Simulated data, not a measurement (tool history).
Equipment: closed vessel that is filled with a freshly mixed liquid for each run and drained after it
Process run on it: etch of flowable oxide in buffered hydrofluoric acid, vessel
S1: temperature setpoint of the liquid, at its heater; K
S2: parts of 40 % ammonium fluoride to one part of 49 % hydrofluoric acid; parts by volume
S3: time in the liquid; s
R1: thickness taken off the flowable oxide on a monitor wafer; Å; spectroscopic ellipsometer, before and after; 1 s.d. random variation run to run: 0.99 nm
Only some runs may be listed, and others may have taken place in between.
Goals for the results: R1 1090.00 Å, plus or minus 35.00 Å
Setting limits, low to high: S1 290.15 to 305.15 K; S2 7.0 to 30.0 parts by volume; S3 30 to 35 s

run	day	S1	S2	S3	R1
1	0.000	297.15	19.0	35	558.65
2	0.125	299.65	17.5	35	695.89
3	0.462	301.15	16.5	35	810.91
4	0.742	302.15	16.0	35	866.16
5	0.929	304.15	16.0	35	955.91
6	1.158	304.15	13.0	35	1177.90
7	1.421	303.65	13.0	35	1165.70
8	1.467	303.65	13.0	35	1150.70

4 next moves are on the table. One of them brings every result within its allowed miss. Which?
A	1.512	304.15	13.0	30	?
B	1.512	303.65	10.5	30	?
C	1.512	301.65	12.5	35	?
D	1.512	303.65	15.0	35	?

move	R1
A	1001.70
B	1201.70
C	1064.70
D	989.74
A: carries the result that was furthest off beyond its target, to the other side
B: misses by more than the last run did
C: in spec on every target
D: carries the result that was furthest off beyond its target, to the other side
Move C is the one to make.

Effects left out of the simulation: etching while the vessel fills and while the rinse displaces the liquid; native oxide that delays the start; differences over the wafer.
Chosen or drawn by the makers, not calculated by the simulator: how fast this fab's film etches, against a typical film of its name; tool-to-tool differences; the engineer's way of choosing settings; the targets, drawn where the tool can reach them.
